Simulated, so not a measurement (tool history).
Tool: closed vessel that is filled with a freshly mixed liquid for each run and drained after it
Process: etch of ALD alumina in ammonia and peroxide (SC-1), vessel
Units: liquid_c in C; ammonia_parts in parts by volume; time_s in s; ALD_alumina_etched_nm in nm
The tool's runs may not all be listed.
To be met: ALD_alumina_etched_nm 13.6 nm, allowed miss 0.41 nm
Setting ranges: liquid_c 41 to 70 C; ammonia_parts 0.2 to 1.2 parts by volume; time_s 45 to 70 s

run 1 day=0 | liquid_c=57 ammonia_parts=0.7 time_s=70 | ALD_alumina_etched_nm=8.2909
run 2 day=0.15 | liquid_c=50.5 ammonia_parts=0.7 time_s=70 | ALD_alumina_etched_nm=5.8893
run 3 day=0.196 | liquid_c=52.5 ammonia_parts=0.7 time_s=70 | ALD_alumina_etched_nm=6.5302
run 4 day=0.417 | liquid_c=55.5 ammonia_parts=0.7 time_s=70 | ALD_alumina_etched_nm=7.5901
run 5 day=0.55 | liquid_c=57 ammonia_parts=0.7 time_s=70 | ALD_alumina_etched_nm=8.1095
run 6 day=0.7 | liquid_c=57 ammonia_parts=0.6 time_s=70 | ALD_alumina_etched_nm=8.1853
run 7 day=0.788 | liquid_c=58.5 ammonia_parts=0.6 time_s=70 | ALD_alumina_etched_nm=8.7501
run 8 day=0.988 | liquid_c=59.5 ammonia_parts=0.6 time_s=70 | ALD_alumina_etched_nm=9.2398
run 9 day=1.212 | liquid_c=60.5 ammonia_parts=0.6 time_s=70 | ALD_alumina_etched_nm=9.7646
run 10 day=1.383 | liquid_c=61.5 ammonia_parts=0.6 time_s=70 | ALD_alumina_etched_nm=10.183
run 11 day=1.408 | liquid_c=62 ammonia_parts=0.6 time_s=70 | ALD_alumina_etched_nm=10.559
run 12 day=1.471 | liquid_c=62.5 ammonia_parts=0.6 time_s=70 | ALD_alumina_etched_nm=10.876
run 13 day=1.525 | liquid_c=62.5 ammonia_parts=0.6 time_s=70 | ALD_alumina_etched_nm=10.713
run 14 day=1.562 | liquid_c=63 ammonia_parts=0.6 time_s=70 | ALD_alumina_etched_nm=11.114
run 15 day=1.654 | liquid_c=63.5 ammonia_parts=0.6 time_s=70 | ALD_alumina_etched_nm=11.208
run 16 day=1.883 | liquid_c=64 ammonia_parts=0.6 time_s=70 | ALD_alumina_etched_nm=11.634
run 17 day=2.012 | liquid_c=64.5 ammonia_parts=0.6 time_s=70 | ALD_alumina_etched_nm=11.968

5 next moves are on the table. One of them brings every result within its allowed miss. Which?
run A day=2.142 | liquid_c=65.5 ammonia_parts=0.65 time_s=70 | ALD_alumina_etched_nm=?
run B day=2.142 | liquid_c=63 ammonia_parts=0.7 time_s=70 | ALD_alumina_etched_nm=?
run C day=2.142 | liquid_c=66.5 ammonia_parts=0.75 time_s=70 | ALD_alumina_etched_nm=?
run D day=2.142 | liquid_c=62.5 ammonia_parts=0.3 time_s=70 | ALD_alumina_etched_nm=?
run E day=2.142 | liquid_c=62.5 ammonia_parts=0.55 time_s=70 | ALD_alumina_etched_nm=?

move=A ALD_alumina_etched_nm=12.547
move=B ALD_alumina_etched_nm=11.154
move=C ALD_alumina_etched_nm=13.361
move=D ALD_alumina_etched_nm=10.039
move=E ALD_alumina_etched_nm=10.631
A: gains on the last run, yet a result remains outside its allowed miss
B: its largest miss is bigger than the last run's
C: all results in spec
D: its largest miss is bigger than the last run's
E: its largest miss is bigger than the last run's
The right move is C.
